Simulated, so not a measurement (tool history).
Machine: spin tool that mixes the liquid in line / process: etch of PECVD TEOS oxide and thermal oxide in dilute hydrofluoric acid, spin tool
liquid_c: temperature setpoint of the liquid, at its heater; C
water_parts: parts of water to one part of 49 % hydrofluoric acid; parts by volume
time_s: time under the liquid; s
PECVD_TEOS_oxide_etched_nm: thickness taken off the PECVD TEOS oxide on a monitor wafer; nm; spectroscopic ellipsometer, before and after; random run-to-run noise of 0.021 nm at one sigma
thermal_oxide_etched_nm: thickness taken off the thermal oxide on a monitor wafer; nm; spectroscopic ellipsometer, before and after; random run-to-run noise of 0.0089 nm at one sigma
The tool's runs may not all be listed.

run	hour	liquid_c	water_parts	time_s	PECVD_TEOS_oxide_etched_nm	thermal_oxide_etched_nm
1	0.0	25.0	90	95	17.9140	5.3320
2	4.1	23.0	105	90	13.1870	3.9256
3	7.8	21.5	120	85	10.0870	2.9987
4	10.7	21.5	105	85	11.7800	3.5221
5	13.8	21.5	105	55	7.6649	2.2695
6	16.4	20.5	115	55	6.5716	1.9580
7	22.5	19.5	120	55	6.0756	1.8077
8	25.8	19.5	120	55	6.0141	1.8023
9	28.8	19.0	125	55	5.6438	1.6973
10	36.6	18.5	130	55	5.2968	1.5656
11	43.5	18.0	135	55	4.9943	1.4758
12	44.5	18.0	140	55	4.7860	1.4119
13	52.4	18.0	145	55	4.6364	1.3585

Predict the results of run 14:
14	53.3	17.5	150	55	?	?

Run 14 measured PECVD_TEOS_oxide_etched_nm 4.3005 nm, thermal_oxide_etched_nm 1.2783 nm.
